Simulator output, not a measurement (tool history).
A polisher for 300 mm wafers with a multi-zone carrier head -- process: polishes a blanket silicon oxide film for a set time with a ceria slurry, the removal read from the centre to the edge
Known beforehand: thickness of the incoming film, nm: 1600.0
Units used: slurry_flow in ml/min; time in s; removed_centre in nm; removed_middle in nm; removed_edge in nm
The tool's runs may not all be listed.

| run | hour | slurry_flow | centre_zone | middle_zone | edge_zone | time | removed_centre | removed_middle | removed_edge |
|---|---|---|---|---|---|---|---|---|---|
| 1 | 0 | 285 | 1 | 1 | 1 | 35 | 181.85 | 180.38 | 177.99 |
| 2 | 3.9 | 280 | 0.99 | 0.99 | 1 | 35 | 179.98 | 180.11 | 176.68 |
| 3 | 8.4 | 280 | 0.98 | 0.98 | 1 | 35 | 179.47 | 179.11 | 174.28 |
| 4 | 15.9 | 280 | 0.98 | 0.98 | 1 | 41 | 209.06 | 208.91 | 209.48 |
| 5 | 18 | 280 | 0.91 | 0.98 | 1 | 41 | 196.85 | 210.18 | 213.03 |
| 6 | 20.7 | 280 | 0.91 | 0.98 | 1.07 | 41 | 197.8 | 208.88 | 214.57 |

Estimate the outcome of run 7 from the log above:
| 7 | 26.2 | 280 | 0.9 | 0.97 | 1.07 | 40 | ? | ? | ? |

Run 7 produced removed_centre 189.57 nm, removed_middle 199.65 nm, removed_edge 210.06 nm.

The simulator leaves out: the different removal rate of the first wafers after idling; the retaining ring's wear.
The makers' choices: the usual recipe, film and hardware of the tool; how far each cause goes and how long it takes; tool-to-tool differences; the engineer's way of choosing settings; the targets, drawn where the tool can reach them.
